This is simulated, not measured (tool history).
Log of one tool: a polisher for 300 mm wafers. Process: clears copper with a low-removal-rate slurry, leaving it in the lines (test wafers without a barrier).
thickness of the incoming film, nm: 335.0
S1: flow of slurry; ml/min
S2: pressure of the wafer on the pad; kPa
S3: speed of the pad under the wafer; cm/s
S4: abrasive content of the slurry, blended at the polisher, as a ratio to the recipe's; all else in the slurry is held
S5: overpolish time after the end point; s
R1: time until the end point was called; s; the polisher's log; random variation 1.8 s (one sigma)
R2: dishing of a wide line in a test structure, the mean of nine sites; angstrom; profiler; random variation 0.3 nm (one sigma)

{"run": 1, "hour": 0.0, "S1": 195, "S2": 24.8, "S3": 86, "S4": 1.0, "S5": 16, "R1": 90.967, "R2": 411.76}
{"run": 2, "hour": 5.7, "S1": 195, "S2": 24.8, "S3": 78, "S4": 1.0, "S5": 16, "R1": 100.71, "R2": 389.96}
{"run": 3, "hour": 9.8, "S1": 195, "S2": 22.8, "S3": 78, "S4": 1.0, "S5": 14, "R1": 108.45, "R2": 315.64}
{"run": 4, "hour": 16.6, "S1": 195, "S2": 27.6, "S3": 78, "S4": 1.0, "S5": 14, "R1": 90.207, "R2": 381.19}
{"run": 5, "hour": 23.1, "S1": 230, "S2": 27.6, "S3": 78, "S4": 1.0, "S5": 14, "R1": 89.609, "R2": 381.97}
{"run": 6, "hour": 30.6, "S1": 230, "S2": 24.8, "S3": 78, "S4": 1.0, "S5": 13, "R1": 99.166, "R2": 330.8}

The next listed run, before its measurement:
{"run": 7, "hour": 36.7, "S1": 230, "S2": 22.8, "S3": 78, "S4": 1.0, "S5": 12, "R1": "?", "R2": "?"}

{"run 7": {"R1": 107.99, "R2": 283.97}}

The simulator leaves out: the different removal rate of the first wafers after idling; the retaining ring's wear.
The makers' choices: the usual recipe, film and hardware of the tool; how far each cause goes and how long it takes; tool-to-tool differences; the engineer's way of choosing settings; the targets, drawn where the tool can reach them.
